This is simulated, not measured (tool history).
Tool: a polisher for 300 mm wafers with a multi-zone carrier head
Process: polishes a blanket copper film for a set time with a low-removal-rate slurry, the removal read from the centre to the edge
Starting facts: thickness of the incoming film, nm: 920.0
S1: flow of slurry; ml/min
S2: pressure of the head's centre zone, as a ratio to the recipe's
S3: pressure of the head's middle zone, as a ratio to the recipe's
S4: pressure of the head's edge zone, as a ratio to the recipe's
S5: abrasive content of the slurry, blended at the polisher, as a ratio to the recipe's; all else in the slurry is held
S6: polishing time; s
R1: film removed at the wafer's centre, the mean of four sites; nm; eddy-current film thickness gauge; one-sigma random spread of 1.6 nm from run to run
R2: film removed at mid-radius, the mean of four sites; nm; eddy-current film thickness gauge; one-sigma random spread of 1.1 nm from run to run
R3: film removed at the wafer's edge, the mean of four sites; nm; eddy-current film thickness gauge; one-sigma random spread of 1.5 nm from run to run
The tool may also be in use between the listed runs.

{"run": 1, "hour": 0.0, "S1": 160, "S2": 1.0, "S3": 1.0, "S4": 1.0, "S5": 1.0, "S6": 45, "R1": 179.35, "R2": 181.06, "R3": 182.33}
{"run": 2, "hour": 6.3, "S1": 155, "S2": 0.98, "S3": 0.98, "S4": 1.0, "S5": 0.95, "S6": 44, "R1": 168.49, "R2": 171.38, "R3": 174.21}
{"run": 3, "hour": 10.7, "S1": 135, "S2": 0.98, "S3": 0.98, "S4": 1.0, "S5": 0.95, "S6": 44, "R1": 165.35, "R2": 168.98, "R3": 171.55}
{"run": 4, "hour": 11.4, "S1": 135, "S2": 0.97, "S3": 0.96, "S4": 1.01, "S5": 0.9, "S6": 43, "R1": 154.46, "R2": 158.79, "R3": 167.62}
{"run": 5, "hour": 16.8, "S1": 135, "S2": 0.97, "S3": 0.96, "S4": 1.01, "S5": 0.9, "S6": 39, "R1": 145.38, "R2": 143.0, "R3": 149.06}
{"run": 6, "hour": 21.1, "S1": 130, "S2": 0.96, "S3": 0.94, "S4": 1.01, "S5": 0.85, "S6": 39, "R1": 135.57, "R2": 137.91, "R3": 146.75}
{"run": 7, "hour": 27.4, "S1": 130, "S2": 0.96, "S3": 0.92, "S4": 1.01, "S5": 0.8, "S6": 39, "R1": 136.6, "R2": 136.79, "R3": 146.3}
{"run": 8, "hour": 29.7, "S1": 125, "S2": 0.95, "S3": 0.91, "S4": 1.02, "S5": 0.75, "S6": 39, "R1": 136.25, "R2": 130.5, "R3": 145.07}
{"run": 9, "hour": 33.8, "S1": 120, "S2": 0.93, "S3": 0.9, "S4": 1.02, "S5": 0.75, "S6": 39, "R1": 132.93, "R2": 125.72, "R3": 145.53}

What does the tool deliver on the next run?
{"run": 10, "hour": 38.0, "S1": 120, "S2": 0.91, "S3": 0.9, "S4": 1.01, "S5": 0.7, "S6": 39, "R1": "?", "R2": "?", "R3": "?"}

R1: 128.26 nm
R2: 127.90 nm
R3: 141.61 nm

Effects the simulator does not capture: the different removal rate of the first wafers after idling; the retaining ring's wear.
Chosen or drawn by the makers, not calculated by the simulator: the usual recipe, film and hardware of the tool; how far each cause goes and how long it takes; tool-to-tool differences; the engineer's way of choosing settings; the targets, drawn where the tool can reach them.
